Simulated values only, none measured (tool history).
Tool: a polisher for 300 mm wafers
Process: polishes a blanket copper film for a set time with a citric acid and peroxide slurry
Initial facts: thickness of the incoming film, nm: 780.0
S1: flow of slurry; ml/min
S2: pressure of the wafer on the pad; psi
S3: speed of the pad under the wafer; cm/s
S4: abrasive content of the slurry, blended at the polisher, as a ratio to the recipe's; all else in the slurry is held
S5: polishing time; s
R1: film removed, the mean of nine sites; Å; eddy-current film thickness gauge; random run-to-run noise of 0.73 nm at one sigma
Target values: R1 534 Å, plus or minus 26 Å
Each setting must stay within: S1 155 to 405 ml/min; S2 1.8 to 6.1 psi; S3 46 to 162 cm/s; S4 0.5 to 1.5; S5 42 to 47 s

run 1 hour=0 | S1=260 S2=3.9 S3=104 S4=1 S5=47 | R1=1398.9
run 2 hour=6.9 | S1=260 S2=3.9 S3=118 S4=1 S5=47 | R1=1560.3
run 3 hour=8.7 | S1=260 S2=3.9 S3=118 S4=1 S5=42 | R1=1383.8
run 4 hour=9.9 | S1=255 S2=3.4 S3=104 S4=0.95 S5=42 | R1=1097.5
run 5 hour=12.3 | S1=255 S2=3 S3=96 S4=0.95 S5=42 | R1=866.86
run 6 hour=15.9 | S1=255 S2=3 S3=96 S4=0.95 S5=42 | R1=878.03
run 7 hour=23.4 | S1=255 S2=2.7 S3=94 S4=0.95 S5=42 | R1=777.95
run 8 hour=32.1 | S1=255 S2=2.5 S3=92 S4=0.95 S5=42 | R1=698.98
run 9 hour=40.7 | S1=255 S2=2.3 S3=92 S4=0.95 S5=42 | R1=652.93
run 10 hour=47.1 | S1=255 S2=2.2 S3=92 S4=0.95 S5=42 | R1=634.16
run 11 hour=52.1 | S1=255 S2=2.2 S3=92 S4=0.95 S5=42 | R1=609.72
run 12 hour=60.4 | S1=255 S2=2.1 S3=92 S4=0.95 S5=42 | R1=593.95
run 13 hour=63.3 | S1=255 S2=2 S3=92 S4=0.95 S5=42 | R1=561.61

Exactly one of the 5 candidate moves below puts every result within its allowed miss. Which one?
run A hour=66.2 | S1=255 S2=2.1 S3=88 S4=1 S5=43 | R1=?
run B hour=66.2 | S1=200 S2=2 S3=86 S4=1.15 S5=42 | R1=?
run C hour=66.2 | S1=295 S2=2.4 S3=78 S4=1 S5=42 | R1=?
run D hour=66.2 | S1=275 S2=1.8 S3=106 S4=0.95 S5=42 | R1=?
run E hour=66.2 | S1=265 S2=1.9 S3=84 S4=0.85 S5=42 | R1=?

move=A R1=594.03
move=B R1=539.17
move=C R1=596.06
move=D R1=598.37
move=E R1=492.88
A: its largest miss is bigger than the last run's
B: hits every target within its allowed miss
C: its largest miss is bigger than the last run's
D: its largest miss is bigger than the last run's
E: carries the result that was furthest off beyond its target, to the other side
So the answer is move B, the one that meets all the targets.
